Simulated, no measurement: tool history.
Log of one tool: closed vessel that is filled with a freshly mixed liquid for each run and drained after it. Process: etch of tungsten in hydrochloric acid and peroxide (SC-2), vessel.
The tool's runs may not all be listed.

run	day	temperature setpoint of the liquid (K)	parts of water to one part each of 37 % hydrochloric acid and 30 % peroxide (parts by volume)	time in the liquid (s)	thickness taken off the tungsten on a monitor wafer (Å)
1	0.000	332.15	10.5	105	217.70
2	0.096	332.15	14.0	105	170.51
3	0.367	332.15	14.0	105	171.12
4	0.683	332.15	14.0	110	178.45
5	1.021	332.15	12.5	110	201.52
6	1.117	332.15	12.5	110	201.12

Forecast run 7:
7	1.396	330.65	12.5	110	?

Run 7 gave thickness taken off the tungsten on a monitor wafer (Å) 180.40.

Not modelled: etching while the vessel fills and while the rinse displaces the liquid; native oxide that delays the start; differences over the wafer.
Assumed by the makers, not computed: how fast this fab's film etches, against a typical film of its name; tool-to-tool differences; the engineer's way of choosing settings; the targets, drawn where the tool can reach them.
